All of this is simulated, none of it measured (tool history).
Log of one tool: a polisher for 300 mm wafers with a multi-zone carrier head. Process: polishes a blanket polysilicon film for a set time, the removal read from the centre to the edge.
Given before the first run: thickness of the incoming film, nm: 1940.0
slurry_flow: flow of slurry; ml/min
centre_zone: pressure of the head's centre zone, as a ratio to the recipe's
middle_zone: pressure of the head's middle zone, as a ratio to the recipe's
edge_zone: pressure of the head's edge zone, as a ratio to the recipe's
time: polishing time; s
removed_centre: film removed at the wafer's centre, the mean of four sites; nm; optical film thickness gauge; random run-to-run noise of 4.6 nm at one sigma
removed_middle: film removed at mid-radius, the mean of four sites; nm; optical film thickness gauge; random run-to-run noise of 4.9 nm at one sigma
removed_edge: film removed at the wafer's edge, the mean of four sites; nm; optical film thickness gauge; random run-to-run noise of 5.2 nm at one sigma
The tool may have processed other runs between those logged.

run	hour	slurry_flow	centre_zone	middle_zone	edge_zone	time	removed_centre	removed_middle	removed_edge
1	0	190	1	1	1	40	318.53	324.61	321.3
2	2.1	190	1	1	1	35	275.9	280.92	285.24
3	10.6	190	1	1.06	1	35	278	291.76	283.16
4	14.3	205	1	1.09	1.04	40	327.86	342.75	328.37
5	17.9	235	1	1.09	1.04	40	328.05	345.63	334.83
6	23.6	240	0.99	1.11	1.05	44	363.39	389.55	369.46

Forecast run 7:
7	31	245	0.98	1.13	1.07	47	?	?	?

removed_centre: 380.78 nm
removed_middle: 421.69 nm
removed_edge: 400.83 nm

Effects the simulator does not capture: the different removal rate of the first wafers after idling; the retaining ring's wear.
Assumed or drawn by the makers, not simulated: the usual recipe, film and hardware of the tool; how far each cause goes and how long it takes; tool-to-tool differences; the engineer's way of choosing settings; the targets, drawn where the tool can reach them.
